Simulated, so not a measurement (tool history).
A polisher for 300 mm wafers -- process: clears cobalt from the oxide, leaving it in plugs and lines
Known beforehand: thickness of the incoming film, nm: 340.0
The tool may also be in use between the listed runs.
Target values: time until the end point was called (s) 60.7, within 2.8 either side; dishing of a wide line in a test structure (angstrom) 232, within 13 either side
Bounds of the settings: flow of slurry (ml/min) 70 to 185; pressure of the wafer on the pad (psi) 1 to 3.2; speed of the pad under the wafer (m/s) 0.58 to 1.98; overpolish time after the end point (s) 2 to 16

| run | hour | flow of slurry (ml/min) | pressure of the wafer on the pad (psi) | speed of the pad under the wafer (m/s) | overpolish time after the end point (s) | time until the end point was called (s) | dishing of a wide line in a test structure (angstrom) |
|---|---|---|---|---|---|---|---|
| 1 | 0 | 120 | 2.1 | 1.28 | 8 | 43.184 | 346.37 |
| 2 | 1.5 | 120 | 2 | 1.28 | 8 | 45.782 | 334.35 |
| 3 | 6.4 | 120 | 2.3 | 1.28 | 8 | 39.567 | 368.59 |
| 4 | 11.9 | 95 | 2.3 | 1.28 | 8 | 41.332 | 362.38 |
| 5 | 16.9 | 95 | 2.6 | 1.28 | 8 | 36.2 | 368.72 |
| 6 | 24.5 | 95 | 2.6 | 1 | 8 | 46.078 | 324.64 |
| 7 | 26.6 | 95 | 2.5 | 1 | 8 | 47.823 | 328.6 |
| 8 | 30.1 | 95 | 2.4 | 1 | 8 | 49.965 | 316.74 |
| 9 | 36.7 | 95 | 2.2 | 0.98 | 6 | 55.302 | 249.95 |

Next run, 4 choices. One meets every target within its allowed miss, the rest don't. Which?
| A | 43.3 | 115 | 1.9 | 0.92 | 8 | ? | ? |
| B | 43.3 | 90 | 2 | 1.24 | 5 | ? | ? |
| C | 43.3 | 95 | 1.8 | 1.08 | 6 | ? | ? |
| D | 43.3 | 105 | 2.4 | 0.88 | 6 | ? | ? |

| move | time until the end point was called (s) | dishing of a wide line in a test structure (angstrom) |
|---|---|---|
| A | 65.805 | 269.41 |
| B | 49.803 | 235.08 |
| C | 62.147 | 228.64 |
| D | 55.868 | 246.92 |
A: takes the biggest miss from the last run beyond its target
B: further off than the last run
C: in spec on every target
D: gains on the last run, yet a result remains outside its allowed miss
So the answer is move C, the one that meets all the targets.
